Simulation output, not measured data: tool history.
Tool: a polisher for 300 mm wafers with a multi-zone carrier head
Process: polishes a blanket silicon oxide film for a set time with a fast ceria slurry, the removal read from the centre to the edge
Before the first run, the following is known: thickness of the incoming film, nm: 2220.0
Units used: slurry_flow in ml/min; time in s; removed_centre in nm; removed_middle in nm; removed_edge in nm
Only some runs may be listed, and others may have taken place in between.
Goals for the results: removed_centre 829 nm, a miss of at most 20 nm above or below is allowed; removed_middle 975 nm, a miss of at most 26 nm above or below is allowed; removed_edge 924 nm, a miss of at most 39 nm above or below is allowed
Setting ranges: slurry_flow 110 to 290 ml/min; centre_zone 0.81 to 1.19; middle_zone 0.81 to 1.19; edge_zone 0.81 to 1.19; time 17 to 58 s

{"run": 1, "day": 0.0, "slurry_flow": 185, "centre_zone": 1, "middle_zone": 1, "edge_zone": 1, "time": 37, "removed_centre": 653.09, "removed_middle": 639.65, "removed_edge": 656.52}
{"run": 2, "day": 0.229, "slurry_flow": 185, "centre_zone": 1, "middle_zone": 1, "edge_zone": 0.93, "time": 37, "removed_centre": 664.08, "removed_middle": 646.66, "removed_edge": 631.04}
{"run": 3, "day": 0.258, "slurry_flow": 195, "centre_zone": 1, "middle_zone": 1.03, "edge_zone": 0.97, "time": 39, "removed_centre": 710, "removed_middle": 700.07, "removed_edge": 677.47}
{"run": 4, "day": 0.608, "slurry_flow": 195, "centre_zone": 1, "middle_zone": 1.03, "edge_zone": 0.97, "time": 33, "removed_centre": 596.38, "removed_middle": 603.71, "removed_edge": 585.83}
{"run": 5, "day": 0.783, "slurry_flow": 205, "centre_zone": 0.99, "middle_zone": 1.06, "edge_zone": 1.01, "time": 36, "removed_centre": 644.1, "removed_middle": 665.08, "removed_edge": 641.56}
{"run": 6, "day": 1.15, "slurry_flow": 205, "centre_zone": 0.99, "middle_zone": 1.06, "edge_zone": 1.01, "time": 29, "removed_centre": 524.64, "removed_middle": 542.79, "removed_edge": 525.41}
{"run": 7, "day": 1.417, "slurry_flow": 200, "centre_zone": 0.98, "middle_zone": 1.08, "edge_zone": 1.03, "time": 33, "removed_centre": 580.84, "removed_middle": 621.05, "removed_edge": 598.93}
{"run": 8, "day": 1.488, "slurry_flow": 195, "centre_zone": 0.98, "middle_zone": 1.1, "edge_zone": 1.05, "time": 36, "removed_centre": 637.72, "removed_middle": 691.71, "removed_edge": 652.25}
{"run": 9, "day": 1.588, "slurry_flow": 190, "centre_zone": 0.97, "middle_zone": 1.11, "edge_zone": 1.07, "time": 38, "removed_centre": 656.17, "removed_middle": 724.66, "removed_edge": 700.74}
{"run": 10, "day": 1.779, "slurry_flow": 195, "centre_zone": 0.97, "middle_zone": 1.12, "edge_zone": 1.09, "time": 40, "removed_centre": 703.84, "removed_middle": 775.11, "removed_edge": 738.6}
{"run": 11, "day": 1.854, "slurry_flow": 195, "centre_zone": 0.96, "middle_zone": 1.13, "edge_zone": 1.11, "time": 41, "removed_centre": 703.33, "removed_middle": 793.02, "removed_edge": 767.54}
{"run": 12, "day": 2.146, "slurry_flow": 200, "centre_zone": 0.96, "middle_zone": 1.14, "edge_zone": 1.12, "time": 42, "removed_centre": 738.88, "removed_middle": 830.29, "removed_edge": 779.26}
{"run": 13, "day": 2.442, "slurry_flow": 195, "centre_zone": 0.96, "middle_zone": 1.15, "edge_zone": 1.13, "time": 43, "removed_centre": 751.04, "removed_middle": 841.98, "removed_edge": 804.19}
{"run": 14, "day": 2.796, "slurry_flow": 200, "centre_zone": 0.95, "middle_zone": 1.16, "edge_zone": 1.14, "time": 44, "removed_centre": 757.84, "removed_middle": 878.67, "removed_edge": 847.18}
{"run": 15, "day": 3.108, "slurry_flow": 210, "centre_zone": 0.95, "middle_zone": 1.17, "edge_zone": 1.14, "time": 44, "removed_centre": 767.77, "removed_middle": 901.27, "removed_edge": 832.82}
{"run": 16, "day": 3.267, "slurry_flow": 210, "centre_zone": 0.95, "middle_zone": 1.17, "edge_zone": 1.15, "time": 45, "removed_centre": 788.54, "removed_middle": 912.46, "removed_edge": 862.62}
{"run": 17, "day": 3.446, "slurry_flow": 210, "centre_zone": 0.95, "middle_zone": 1.17, "edge_zone": 1.16, "time": 45, "removed_centre": 787.62, "removed_middle": 912.31, "removed_edge": 848.28}
{"run": 18, "day": 3.742, "slurry_flow": 205, "centre_zone": 0.95, "middle_zone": 1.17, "edge_zone": 1.16, "time": 46, "removed_centre": 804.7, "removed_middle": 935, "removed_edge": 885.03}

5 candidate next runs follow, results not yet known. Just one meets every target within its allowed miss. Identify it.
{"run": "A", "day": 4.038, "slurry_flow": 225, "centre_zone": 0.91, "middle_zone": 1.13, "edge_zone": 1.08, "time": 49, "removed_centre": "?", "removed_middle": "?", "removed_edge": "?"}
{"run": "B", "day": 4.038, "slurry_flow": 205, "centre_zone": 0.97, "middle_zone": 1.15, "edge_zone": 1.11, "time": 49, "removed_centre": "?", "removed_middle": "?", "removed_edge": "?"}
{"run": "C", "day": 4.038, "slurry_flow": 220, "centre_zone": 0.9, "middle_zone": 1.19, "edge_zone": 1.18, "time": 47, "removed_centre": "?", "removed_middle": "?", "removed_edge": "?"}
{"run": "D", "day": 4.038, "slurry_flow": 180, "centre_zone": 0.86, "middle_zone": 1.06, "edge_zone": 1.19, "time": 51, "removed_centre": "?", "removed_middle": "?", "removed_edge": "?"}
{"run": "E", "day": 4.038, "slurry_flow": 170, "centre_zone": 0.88, "middle_zone": 1.08, "edge_zone": 1.19, "time": 53, "removed_centre": "?", "removed_middle": "?", "removed_edge": "?"}

move=A removed_centre=824.22 removed_middle=976.59 removed_edge=931.61
move=B removed_centre=866.11 removed_middle=977.86 removed_edge=934.93
move=C removed_centre=779.45 removed_middle=976.35 removed_edge=932.13
move=D removed_centre=779.14 removed_middle=929.51 removed_edge=994.15
move=E removed_centre=819.16 removed_middle=971.17 removed_edge=1025
A: every result lands within tolerance
B: gets the furthest-off result to its target, but another result is out of tolerance
C: gets the furthest-off result to its target, but another result is out of tolerance
D: the biggest miss grows against the last run
E: gets the furthest-off result to its target, but another result is out of tolerance
The right move is A.
